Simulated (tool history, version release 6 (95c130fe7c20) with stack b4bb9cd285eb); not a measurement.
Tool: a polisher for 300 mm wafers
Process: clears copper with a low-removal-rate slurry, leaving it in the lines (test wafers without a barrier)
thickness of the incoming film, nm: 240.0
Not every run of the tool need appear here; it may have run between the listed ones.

| run | hour | flow of slurry (ml/min) | pressure of the wafer on the pad (kPa) | speed of the pad under the wafer (m/s) | abrasive content of the slurry | overpolish time after the end point (s) | time until the end point was called (s) | dishing of a wide line in a test structure (nm) |
|---|---|---|---|---|---|---|---|---|
| 1 | 0.0 | 265 | 16.5 | 1.24 | 1.0 | 9 | 81.922 | 17.625 |
| 2 | 8.4 | 325 | 16.5 | 1.24 | 1.0 | 9 | 80.168 | 17.773 |
| 3 | 13.9 | 325 | 17.9 | 1.28 | 1.0 | 9 | 71.946 | 20.230 |
| 4 | 15.3 | 325 | 17.9 | 1.44 | 1.0 | 9 | 63.286 | 21.281 |
| 5 | 16.3 | 325 | 17.9 | 1.58 | 1.0 | 9 | 59.081 | 24.445 |
| 6 | 23.0 | 265 | 17.9 | 1.58 | 1.0 | 9 | 61.024 | 23.613 |

Run 7 comes next. What will it give?
| 7 | 31.0 | 265 | 18.6 | 1.58 | 1.0 | 9 | ? | ? |

Run 7 measured time until the end point was called (s) 56.840, dishing of a wide line in a test structure (nm) 24.631.

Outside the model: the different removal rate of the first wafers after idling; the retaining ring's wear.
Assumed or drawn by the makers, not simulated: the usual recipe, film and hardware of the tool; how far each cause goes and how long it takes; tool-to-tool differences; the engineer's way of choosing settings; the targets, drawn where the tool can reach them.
